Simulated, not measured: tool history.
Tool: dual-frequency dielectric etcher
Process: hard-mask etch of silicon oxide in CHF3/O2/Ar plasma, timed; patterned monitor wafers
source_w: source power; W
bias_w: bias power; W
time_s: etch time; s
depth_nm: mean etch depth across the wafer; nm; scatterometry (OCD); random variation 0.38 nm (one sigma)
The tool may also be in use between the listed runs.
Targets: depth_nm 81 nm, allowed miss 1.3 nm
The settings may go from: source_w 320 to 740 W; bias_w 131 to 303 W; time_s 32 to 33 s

run    day  source_w  bias_w  time_s  depth_nm
  1      0       530     217      32    72.719
  2  0.362       550     218      32    73.077
  3  0.546       570     220      32    74.916
  4  0.642       570     220      33    76.933
  5  0.975       580     221      33    77.294
  6  1.167       590     222      33    77.722
  7  1.496       600     223      33    78.245
  8  1.579       600     223      33    78.737
  9  1.762       610     224      33     79.88
 10  1.942       610     224      33    79.417
 11  2.162       610     224      33    78.421

Which of these 5 next moves meets every target?
  A  2.383       680     202      32         ?
  B  2.383       590     217      32         ?
  C  2.383       580     216      33         ?
  D  2.383       670     201    32.5         ?
  E  2.383       610     247    32.5         ?

move  depth_nm
   A    76.064
   B    74.532
   C    76.296
   D    76.726
   E    80.404
A: further off than the last run
B: further off than the last run
C: further off than the last run
D: further off than the last run
E: meets every target
Move E is the one to make.

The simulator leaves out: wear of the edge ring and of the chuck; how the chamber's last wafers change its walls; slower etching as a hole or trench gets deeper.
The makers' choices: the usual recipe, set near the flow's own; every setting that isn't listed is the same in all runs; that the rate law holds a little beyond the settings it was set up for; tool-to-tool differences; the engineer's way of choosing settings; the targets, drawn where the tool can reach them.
